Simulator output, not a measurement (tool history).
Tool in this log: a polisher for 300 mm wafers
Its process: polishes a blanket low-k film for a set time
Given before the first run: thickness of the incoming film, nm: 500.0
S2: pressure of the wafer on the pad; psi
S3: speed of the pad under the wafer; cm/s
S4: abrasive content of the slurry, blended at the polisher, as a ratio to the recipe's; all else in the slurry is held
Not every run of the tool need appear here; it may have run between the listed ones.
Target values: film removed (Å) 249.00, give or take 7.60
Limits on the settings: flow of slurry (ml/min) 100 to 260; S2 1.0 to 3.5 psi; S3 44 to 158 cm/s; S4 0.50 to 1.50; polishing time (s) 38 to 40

Run 1, hour 0.0: flow of slurry (ml/min) 165, S2 2.2 psi, S3 100 cm/s, S4 1.00, polishing time (s) 38. Result: film removed (Å) 214.72.
Run 2, hour 8.7: flow of slurry (ml/min) 165, S2 2.2 psi, S3 100 cm/s, S4 1.00, polishing time (s) 40. Result: film removed (Å) 227.78.
Run 3, hour 9.6: flow of slurry (ml/min) 165, S2 2.2 psi, S3 76 cm/s, S4 1.00, polishing time (s) 40. Result: film removed (Å) 180.69.
Run 4, hour 11.5: flow of slurry (ml/min) 195, S2 2.2 psi, S3 76 cm/s, S4 1.00, polishing time (s) 40. Result: film removed (Å) 186.44.
Run 5, hour 18.9: flow of slurry (ml/min) 195, S2 2.3 psi, S3 76 cm/s, S4 1.00, polishing time (s) 40. Result: film removed (Å) 195.11.
Run 6, hour 22.4: flow of slurry (ml/min) 195, S2 2.4 psi, S3 76 cm/s, S4 1.00, polishing time (s) 40. Result: film removed (Å) 203.71.
Run 7, hour 27.4: flow of slurry (ml/min) 195, S2 2.5 psi, S3 76 cm/s, S4 1.00, polishing time (s) 40. Result: film removed (Å) 209.34.
Run 8, hour 31.3: flow of slurry (ml/min) 195, S2 2.6 psi, S3 76 cm/s, S4 1.00, polishing time (s) 40. Result: film removed (Å) 219.50.
Run 9, hour 40.2: flow of slurry (ml/min) 205, S2 2.8 psi, S3 76 cm/s, S4 1.00, polishing time (s) 40. Result: film removed (Å) 239.53.

Next run, 4 choices. One meets every target within its allowed miss, the rest don't. Which?
Run A, hour 49.1: flow of slurry (ml/min) 220, S2 2.8 psi, S3 68 cm/s, S4 1.10, polishing time (s) 38. Result: film removed (Å) ?.
Run B, hour 49.1: flow of slurry (ml/min) 225, S2 3.3 psi, S3 74 cm/s, S4 0.90, polishing time (s) 38. Result: film removed (Å) ?.
Run C, hour 49.1: flow of slurry (ml/min) 170, S2 2.7 psi, S3 74 cm/s, S4 1.15, polishing time (s) 40. Result: film removed (Å) ?.
Run D, hour 49.1: flow of slurry (ml/min) 235, S2 3.2 psi, S3 58 cm/s, S4 1.10, polishing time (s) 40. Result: film removed (Å) ?.

move  film removed (Å)
   A            216.37
   B            252.56
   C            230.18
   D            230.36
A: misses by more than the last run did
B: every result within its allowed miss
C: misses by more than the last run did
D: misses by more than the last run did
The move that meets every target is B.
